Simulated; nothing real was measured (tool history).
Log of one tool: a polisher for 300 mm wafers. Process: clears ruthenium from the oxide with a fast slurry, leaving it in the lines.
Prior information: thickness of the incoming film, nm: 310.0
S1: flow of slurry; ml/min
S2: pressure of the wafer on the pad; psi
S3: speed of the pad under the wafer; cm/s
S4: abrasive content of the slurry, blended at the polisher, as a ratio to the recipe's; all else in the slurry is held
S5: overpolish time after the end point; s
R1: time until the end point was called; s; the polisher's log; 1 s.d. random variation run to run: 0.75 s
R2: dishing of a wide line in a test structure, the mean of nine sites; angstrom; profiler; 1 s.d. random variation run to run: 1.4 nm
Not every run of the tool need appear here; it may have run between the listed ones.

run,day,S1,S2,S3,S4,S5,R1,R2
1,0.000,285,3.5,104,1.0,19,58.892,717.21
2,0.192,320,3.5,104,1.0,19,59.134,727.55
3,0.283,320,3.8,104,1.0,20,53.570,772.46
4,0.646,320,3.8,104,1.0,25,54.662,874.09
5,0.908,320,4.0,104,1.0,25,52.384,902.97
6,1.250,320,4.2,104,1.0,25,50.509,913.34
7,1.554,320,4.2,104,1.0,25,48.516,917.74
8,1.654,320,4.3,104,1.0,25,47.169,925.02
9,1.688,320,4.4,104,1.0,26,48.206,955.72
10,1.946,320,4.6,104,1.0,26,44.864,1016.40
11,2.104,320,4.7,104,1.0,26,44.532,1022.80
12,2.346,320,4.8,104,1.0,26,44.655,1015.80
13,2.554,320,4.9,104,1.0,26,43.215,1036.80
14,2.600,320,4.9,104,1.0,26,43.267,1004.00

Expected results for the next run?
15,2.921,320,4.9,104,1.0,26,?,?

For run 15 the tool returned R1 43.779 s, R2 995.96 angstrom.
